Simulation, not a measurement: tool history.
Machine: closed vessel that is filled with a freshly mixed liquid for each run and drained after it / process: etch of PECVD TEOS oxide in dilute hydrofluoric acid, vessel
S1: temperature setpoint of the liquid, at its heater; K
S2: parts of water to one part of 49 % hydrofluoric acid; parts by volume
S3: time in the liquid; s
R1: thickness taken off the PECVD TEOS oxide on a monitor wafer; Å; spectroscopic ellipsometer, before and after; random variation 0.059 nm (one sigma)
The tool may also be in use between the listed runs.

| run | hour | S1 | S2 | S3 | R1 |
|---|---|---|---|---|---|
| 1 | 0 | 297.15 | 140 | 35 | 36.432 |
| 2 | 1.7 | 299.15 | 130 | 35 | 42.936 |
| 3 | 9.1 | 299.15 | 130 | 30 | 36.399 |
| 4 | 13.5 | 296.15 | 130 | 30 | 32.671 |
| 5 | 20.4 | 296.15 | 95 | 30 | 46.763 |
| 6 | 29.1 | 293.15 | 95 | 30 | 41.358 |

Run 7, settings as shown, results not yet in. Your forecast:
| 7 | 33.3 | 296.15 | 90 | 30 | ? |

{"run 7": {"R1": 50.353}}

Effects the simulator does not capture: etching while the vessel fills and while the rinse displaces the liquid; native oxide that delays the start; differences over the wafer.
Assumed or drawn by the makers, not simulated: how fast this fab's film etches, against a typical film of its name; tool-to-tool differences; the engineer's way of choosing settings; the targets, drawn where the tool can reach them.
